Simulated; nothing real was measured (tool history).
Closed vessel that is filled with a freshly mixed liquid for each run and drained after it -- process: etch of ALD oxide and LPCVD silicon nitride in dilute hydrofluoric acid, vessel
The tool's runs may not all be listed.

run  hour  temperature setpoint of the liquid (°C)  parts of water to one part of 49 % hydrofluoric acid (parts by volume)  time in the liquid (s)  thickness taken off the ALD oxide on a monitor wafer (angstrom)  thickness taken off the LPCVD silicon nitride on a monitor wafer (angstrom)
  1     0                                       24                                                                     270                     210                                                           200.42                                                                       4.2479
  2   8.5                                       23                                                                     280                     210                                                           183.03                                                                       4.0581
  3  17.1                                       22                                                                     285                     210                                                           172.41                                                                       4.0015
  4  24.3                                       22                                                                     235                     210                                                           220.56                                                                       4.8493
  5    33                                       20                                                                     235                     210                                                           204.43                                                                       4.5291
  6  37.7                                       20                                                                     170                     210                                                           301.45                                                                       5.5073
  7  45.6                                     19.5                                                                     195                     210                                                           251.86                                                                       5.7509
  8  52.9                                     18.5                                                                     300                     175                                                           119.33                                                                       2.6176

Predict the results of run 9:
  9  56.5                                       19                                                                     300                     175                                                                ?                                                                            ?

{"run 9": {"thickness taken off the ALD oxide on a monitor wafer (angstrom)": 119.33, "thickness taken off the LPCVD silicon nitride on a monitor wafer (angstrom)": 2.7014}}
